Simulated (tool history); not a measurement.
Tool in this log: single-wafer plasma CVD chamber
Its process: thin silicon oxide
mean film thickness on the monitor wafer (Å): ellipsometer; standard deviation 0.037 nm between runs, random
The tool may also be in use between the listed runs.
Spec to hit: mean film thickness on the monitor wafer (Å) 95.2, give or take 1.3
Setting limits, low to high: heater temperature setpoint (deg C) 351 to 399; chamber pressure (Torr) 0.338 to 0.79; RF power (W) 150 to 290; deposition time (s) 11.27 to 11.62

run    day  heater temperature setpoint (deg C)  chamber pressure (Torr)  RF power (W)  deposition time (s)  mean film thickness on the monitor wafer (Å)
  1      0                                  375                    0.564           220                11.27                                        113.76
  2   0.15                                  375                    0.564           220                11.62                                        118.12
  3  0.496                                  379                    0.564           220                11.62                                        117.62
  4  0.675                                  379                    0.549           220                11.62                                         114.9
  5  0.908                                  379                    0.549           240                11.62                                        119.29
  6  1.246                                  379                    0.533           240                11.62                                        116.15
  7  1.579                                  379                    0.518           240                11.62                                        111.81
  8    1.7                                  379                    0.507           240                11.62                                           111
     1.933  -- thermocouple changed; heater temperature recalibrated
  9  1.933                                  379                    0.408           240                11.62                                         89.18
 10  2.179                                  379                    0.412           240                11.62                                         89.36
 11  2.538                                  379                    0.416           240                11.62                                        90.852
 12  2.846                                  379                    0.416           240                11.62                                        90.866
 13  2.962                                  379                    0.416           240                11.62                                        90.401
 14  3.096                                  379                    0.419           240                11.62                                        91.115
 15  3.154                                  379                    0.422           240                11.62                                        92.011
 16  3.433                                  379                    0.424           240                11.62                                        91.888
 17  3.567                                  379                    0.426           240                11.62                                        92.898
 18  3.604                                  379                    0.428           240                11.62                                        93.476
 19  3.888                                  379                    0.429           240                11.62                                        93.901
 20  3.925                                  379                     0.43           240                11.62                                         93.61

Which one of the following 4 next-run settings gets every result inside its allowed miss? There is exactly one.
  A  3.962                                  372                    0.469           205                11.27                                             ?
  B  3.962                                  376                    0.428           230                11.62                                             ?
  C  3.962                                  373                    0.429           245                11.27                                             ?
  D  3.962                                  379                    0.442           240                11.52                                             ?

move  mean film thickness on the monitor wafer (Å)
   A                                        92.973
   B                                        92.143
   C                                        92.371
   D                                         96.06
A: lands further from the targets than the last run did
B: lands further from the targets than the last run did
C: lands further from the targets than the last run did
D: hits every target within its allowed miss
The right move is D.
